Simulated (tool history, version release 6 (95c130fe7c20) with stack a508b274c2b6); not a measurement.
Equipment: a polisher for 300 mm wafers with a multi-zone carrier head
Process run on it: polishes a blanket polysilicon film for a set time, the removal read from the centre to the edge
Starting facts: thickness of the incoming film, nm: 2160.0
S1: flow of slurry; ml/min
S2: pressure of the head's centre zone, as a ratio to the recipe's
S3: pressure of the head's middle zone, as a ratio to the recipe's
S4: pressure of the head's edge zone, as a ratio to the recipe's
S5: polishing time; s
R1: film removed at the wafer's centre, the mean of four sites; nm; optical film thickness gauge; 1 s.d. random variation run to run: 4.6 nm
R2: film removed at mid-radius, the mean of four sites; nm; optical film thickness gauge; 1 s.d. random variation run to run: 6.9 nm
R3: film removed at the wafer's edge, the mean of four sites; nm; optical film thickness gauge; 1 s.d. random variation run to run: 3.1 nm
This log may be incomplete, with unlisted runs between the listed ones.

run 1 hour=0.0 | S1=125 S2=1.00 S3=1.00 S4=1.00 S5=80 | R1=716.31 R2=693.46 R3=688.43
run 2 hour=2.2 | S1=125 S2=1.00 S3=1.00 S4=1.00 S5=98 | R1=888.14 R2=846.71 R3=843.53
run 3 hour=3.5 | S1=125 S2=1.00 S3=1.00 S4=0.98 S5=94 | R1=840.69 R2=810.50 R3=799.31
run 4 hour=10.7 | S1=125 S2=1.01 S3=1.00 S4=0.96 S5=90 | R1=813.37 R2=779.29 R3=752.93
run 5 hour=16.5 | S1=125 S2=1.01 S3=1.00 S4=0.95 S5=87 | R1=798.72 R2=744.29 R3=731.87
run 6 hour=23.0 | S1=125 S2=1.01 S3=1.00 S4=1.01 S5=87 | R1=789.62 R2=732.79 R3=746.34
run 7 hour=27.6 | S1=125 S2=1.01 S3=1.00 S4=0.99 S5=84 | R1=752.55 R2=709.79 R3=716.73

What will run 8 give?
run 8 hour=31.8 | S1=125 S2=1.01 S3=1.00 S4=0.97 S5=81 | R1=? R2=? R3=?

R1: 726.01 nm
R2: 699.23 nm
R3: 687.83 nm
